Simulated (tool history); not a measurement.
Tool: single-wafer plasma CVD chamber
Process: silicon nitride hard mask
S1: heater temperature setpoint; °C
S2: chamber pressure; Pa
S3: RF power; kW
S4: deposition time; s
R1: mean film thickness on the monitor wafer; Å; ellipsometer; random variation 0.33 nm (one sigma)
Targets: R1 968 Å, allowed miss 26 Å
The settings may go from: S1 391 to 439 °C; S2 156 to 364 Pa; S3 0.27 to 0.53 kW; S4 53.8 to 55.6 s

run    day   S1   S2     S3    S4      R1
  1      0  415  260    0.4  53.8   832.5
  2  0.217  415  260   0.42  53.8   858.2
  3  0.338  415  267  0.425  53.8  872.62
  4  0.675  415  267  0.375  53.8  803.43
  5  1.033  415  272  0.385  53.9  818.95
  6  1.358  415  276  0.395    54  845.33
  7   1.45  415  283    0.4    54  854.76
  8  1.592  415  288  0.405  54.1  866.68
  9  1.929  415  292   0.41  54.2  874.73
 10  2.008  415  295  0.415  54.3  888.15
 11  2.242  415  297   0.42  54.3  898.58

5 next moves are on the table. One of them brings every result within its allowed miss. Which?
  A  2.475  404  327   0.43  55.6   ?
  B  2.475  430  267    0.4  53.8   ?
  C  2.475  412  240  0.445  53.8   ?
  D  2.475  420  279   0.37  55.6   ?
  E  2.475  417  307   0.37  53.8   ?

move      R1
   A  959.33
   B  835.06
   C  878.75
   D  829.51
   E  822.02
A: meets every target
B: further off than the last run
C: further off than the last run
D: further off than the last run
E: further off than the last run
Move A is the one to make.
